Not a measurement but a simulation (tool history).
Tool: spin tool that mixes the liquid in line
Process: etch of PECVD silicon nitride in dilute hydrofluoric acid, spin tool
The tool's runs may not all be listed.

run	hour	temperature setpoint of the liquid (°C)	parts of water to one part of 49 % hydrofluoric acid (parts by volume)	time under the liquid (s)	thickness taken off the PECVD silicon nitride on a monitor wafer (Å)
1	0	24	65	35	29.061
2	7	24	75	35	24.907
3	15.8	22.5	75	35	22.809
4	22.7	21.5	75	35	21.193
5	31	21.5	75	25	14.99
6	31.6	18	75	25	11.901

Run 7 comes next. What will it give?
7	32.4	18.5	75	25	?

{"run 7": {"thickness taken off the PECVD silicon nitride on a monitor wafer (Å)": 12.334}}
